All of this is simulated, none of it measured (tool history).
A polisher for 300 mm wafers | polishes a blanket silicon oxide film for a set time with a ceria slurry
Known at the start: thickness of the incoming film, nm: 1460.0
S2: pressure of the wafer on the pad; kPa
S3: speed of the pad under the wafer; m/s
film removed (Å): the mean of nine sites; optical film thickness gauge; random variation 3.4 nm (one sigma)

{"run": 1, "hour": 0.0, "flow of slurry (ml/min)": 270, "S2": 15.9, "S3": 1.22, "polishing time (s)": 44, "film removed (Å)": 1642.5}
{"run": 2, "hour": 6.3, "flow of slurry (ml/min)": 270, "S2": 17.9, "S3": 1.24, "polishing time (s)": 44, "film removed (Å)": 1806.7}
{"run": 3, "hour": 10.9, "flow of slurry (ml/min)": 270, "S2": 17.9, "S3": 1.44, "polishing time (s)": 44, "film removed (Å)": 2098.9}
{"run": 4, "hour": 17.7, "flow of slurry (ml/min)": 270, "S2": 17.9, "S3": 1.16, "polishing time (s)": 44, "film removed (Å)": 1752.5}
{"run": 5, "hour": 22.9, "flow of slurry (ml/min)": 270, "S2": 14.5, "S3": 1.16, "polishing time (s)": 44, "film removed (Å)": 1439.6}
{"run": 6, "hour": 24.5, "flow of slurry (ml/min)": 270, "S2": 11.0, "S3": 1.16, "polishing time (s)": 44, "film removed (Å)": 1040.4}

The next listed run, before its measurement:
{"run": 7, "hour": 29.4, "flow of slurry (ml/min)": 270, "S2": 11.0, "S3": 1.16, "polishing time (s)": 44, "film removed (Å)": "?"}

film removed (Å): 1069.2
